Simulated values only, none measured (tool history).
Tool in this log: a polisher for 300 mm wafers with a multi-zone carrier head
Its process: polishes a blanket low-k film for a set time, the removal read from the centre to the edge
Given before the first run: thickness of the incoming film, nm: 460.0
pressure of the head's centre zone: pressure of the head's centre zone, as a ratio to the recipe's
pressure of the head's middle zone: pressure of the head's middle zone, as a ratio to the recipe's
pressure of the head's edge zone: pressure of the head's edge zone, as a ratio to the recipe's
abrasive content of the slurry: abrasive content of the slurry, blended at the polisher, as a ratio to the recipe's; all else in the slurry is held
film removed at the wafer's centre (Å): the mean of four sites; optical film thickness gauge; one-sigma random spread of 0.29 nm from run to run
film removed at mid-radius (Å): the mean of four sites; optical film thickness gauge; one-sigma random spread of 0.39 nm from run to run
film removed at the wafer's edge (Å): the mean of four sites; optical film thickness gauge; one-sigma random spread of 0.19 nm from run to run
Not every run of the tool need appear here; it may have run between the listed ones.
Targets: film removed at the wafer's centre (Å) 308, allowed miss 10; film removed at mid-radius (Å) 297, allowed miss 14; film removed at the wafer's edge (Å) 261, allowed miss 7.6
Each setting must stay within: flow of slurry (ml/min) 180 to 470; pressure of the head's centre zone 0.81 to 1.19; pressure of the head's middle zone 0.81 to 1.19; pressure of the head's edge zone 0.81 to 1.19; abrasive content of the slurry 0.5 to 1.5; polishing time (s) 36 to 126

run	hour	flow of slurry (ml/min)	pressure of the head's centre zone	pressure of the head's middle zone	pressure of the head's edge zone	abrasive content of the slurry	polishing time (s)	film removed at the wafer's centre (Å)	film removed at mid-radius (Å)	film removed at the wafer's edge (Å)
1	0	300	1	1	1	1	81	445.55	446.03	436.47
2	5.8	305	1.02	1.01	0.96	0.85	76	396.22	391.42	379.4
3	10.1	375	1.02	1.01	0.96	0.85	76	396.3	396.54	385.62
4	14.7	375	1.02	1.07	0.96	0.85	76	402.33	415.77	384.9
5	20.7	375	0.95	1.07	0.96	0.85	76	374.26	425.95	385.74
6	23.8	375	0.95	1.07	0.99	0.85	76	373.28	423.56	388.07
7	25.5	365	0.99	1.08	0.95	0.75	72	348.61	376.38	342.29
8	29.1	350	1.09	1.09	0.85	0.5	65	283.76	281.64	240.59
9	37.7	355	1.1	1.09	0.87	0.5	65	286.47	287.18	238.88
10	43.8	355	1.1	1.08	0.89	0.5	65	277.34	279.98	247.49

Exercise: of the 5 proposed moves below, exactly one satisfies all targets within the stated allowed misses. Which move is it?
A	49.9	335	1.19	1.02	0.86	0.55	62	?	?	?
B	49.9	305	1.15	1.12	0.81	0.65	59	?	?	?
C	49.9	325	1.15	1.11	0.93	0.75	56	?	?	?
D	49.9	240	1.02	1.01	1.09	0.5	68	?	?	?
E	49.9	370	1.13	0.98	0.88	0.6	63	?	?	?

move	film removed at the wafer's centre (Å)	film removed at mid-radius (Å)	film removed at the wafer's edge (Å)
A	310.43	264.49	245.65
B	308.29	294.5	246.05
C	314.87	298.32	266.8
D	270.16	267.47	281.32
E	315.07	273.36	264.97
A: brings the result that was furthest off to its target, and leaves another outside
B: brings the result that was furthest off to its target, and leaves another outside
C: hits every target within its allowed miss
D: further off than the last run
E: brings the result that was furthest off to its target, and leaves another outside
Move C is the one to make.
